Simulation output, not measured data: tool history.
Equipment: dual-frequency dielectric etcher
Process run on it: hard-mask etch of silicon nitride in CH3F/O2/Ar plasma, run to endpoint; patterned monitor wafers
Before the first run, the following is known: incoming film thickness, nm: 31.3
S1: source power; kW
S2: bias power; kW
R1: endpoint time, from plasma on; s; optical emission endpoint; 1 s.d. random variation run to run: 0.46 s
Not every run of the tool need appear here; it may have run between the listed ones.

run 1 hour=0.0 | S1=0.480 S2=0.068 | R1=44.358
run 2 hour=6.2 | S1=0.460 S2=0.067 | R1=45.580
run 3 hour=9.7 | S1=0.460 S2=0.072 | R1=44.163
run 4 hour=15.3 | S1=0.460 S2=0.079 | R1=42.250
run 5 hour=23.9 | S1=0.440 S2=0.077 | R1=44.551
run 6 hour=32.1 | S1=0.370 S2=0.077 | R1=46.096

Forecast run 7:
run 7 hour=32.8 | S1=0.360 S2=0.076 | R1=?

R1: 47.361 s

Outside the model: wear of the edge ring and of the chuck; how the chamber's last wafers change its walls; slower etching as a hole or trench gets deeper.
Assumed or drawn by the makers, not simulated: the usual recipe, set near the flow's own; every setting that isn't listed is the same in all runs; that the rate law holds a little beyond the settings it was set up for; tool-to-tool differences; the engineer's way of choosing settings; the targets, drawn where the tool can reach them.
